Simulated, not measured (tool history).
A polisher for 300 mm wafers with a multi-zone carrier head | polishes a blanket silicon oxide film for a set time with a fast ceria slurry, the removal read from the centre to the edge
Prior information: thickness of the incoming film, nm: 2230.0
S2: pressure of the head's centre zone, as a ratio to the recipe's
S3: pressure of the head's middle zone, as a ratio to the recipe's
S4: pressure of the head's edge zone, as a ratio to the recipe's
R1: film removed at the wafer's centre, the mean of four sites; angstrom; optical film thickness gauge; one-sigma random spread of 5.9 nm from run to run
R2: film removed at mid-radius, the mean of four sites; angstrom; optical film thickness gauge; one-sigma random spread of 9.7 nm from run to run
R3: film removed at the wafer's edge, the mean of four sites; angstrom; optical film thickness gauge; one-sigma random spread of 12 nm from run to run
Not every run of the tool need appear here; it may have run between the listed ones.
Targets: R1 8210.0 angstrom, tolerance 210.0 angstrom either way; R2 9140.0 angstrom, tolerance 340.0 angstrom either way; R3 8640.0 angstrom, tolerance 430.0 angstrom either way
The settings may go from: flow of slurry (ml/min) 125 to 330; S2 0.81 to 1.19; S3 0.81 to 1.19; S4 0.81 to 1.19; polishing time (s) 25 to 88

run 1 hour=0.0 | flow_of_slurry_(ml/min)=210 S2=1.00 S3=1.00 S4=1.00 polishing_time_(s)=56 | R1=7134.4 R2=6970.3 R3=7058.4
run 2 hour=5.1 | flow_of_slurry_(ml/min)=210 S2=1.00 S3=1.00 S4=0.95 polishing_time_(s)=56 | R1=7106.1 R2=6881.3 R3=6950.0
run 3 hour=6.1 | flow_of_slurry_(ml/min)=220 S2=0.99 S3=1.02 S4=0.99 polishing_time_(s)=58 | R1=7399.5 R2=7201.0 R3=7243.3
run 4 hour=9.8 | flow_of_slurry_(ml/min)=200 S2=0.98 S3=1.05 S4=1.00 polishing_time_(s)=61 | R1=7538.2 R2=7725.2 R3=7529.0
run 5 hour=13.9 | flow_of_slurry_(ml/min)=210 S2=0.97 S3=1.07 S4=1.03 polishing_time_(s)=62 | R1=7532.8 R2=8114.2 R3=7848.1
run 6 hour=20.9 | flow_of_slurry_(ml/min)=230 S2=0.97 S3=1.07 S4=1.03 polishing_time_(s)=62 | R1=7823.4 R2=8054.8 R3=7930.0
run 7 hour=28.8 | flow_of_slurry_(ml/min)=230 S2=0.97 S3=1.09 S4=1.05 polishing_time_(s)=63 | R1=7810.4 R2=8256.1 R3=8085.6
run 8 hour=37.8 | flow_of_slurry_(ml/min)=235 S2=0.97 S3=1.11 S4=1.06 polishing_time_(s)=64 | R1=8035.0 R2=8367.0 R3=8220.3

Exercise: of the 4 proposed moves below, exactly one satisfies all targets within the stated allowed misses. Which move is it?
run A hour=46.8 | flow_of_slurry_(ml/min)=330 S2=0.96 S3=1.00 S4=1.05 polishing_time_(s)=64 | R1=? R2=? R3=?
run B hour=46.8 | flow_of_slurry_(ml/min)=240 S2=0.89 S3=1.08 S4=1.00 polishing_time_(s)=68 | R1=? R2=? R3=?
run C hour=46.8 | flow_of_slurry_(ml/min)=170 S2=0.98 S3=1.19 S4=1.06 polishing_time_(s)=69 | R1=? R2=? R3=?
run D hour=46.8 | flow_of_slurry_(ml/min)=205 S2=0.87 S3=1.04 S4=1.19 polishing_time_(s)=71 | R1=? R2=? R3=?

move=A R1=8245.8 R2=8371.8 R3=8605.8
move=B R1=7812.7 R2=8962.2 R3=8686.7
move=C R1=8216.3 R2=9085.0 R3=8694.5
move=D R1=7773.5 R2=8958.0 R3=9737.3
A: just as far off the targets as the last run
B: corrects the largest miss of the last run, while another result sits out of spec
C: in spec on every target
D: corrects the largest miss of the last run, while another result sits out of spec
Go with C: it meets all targets.
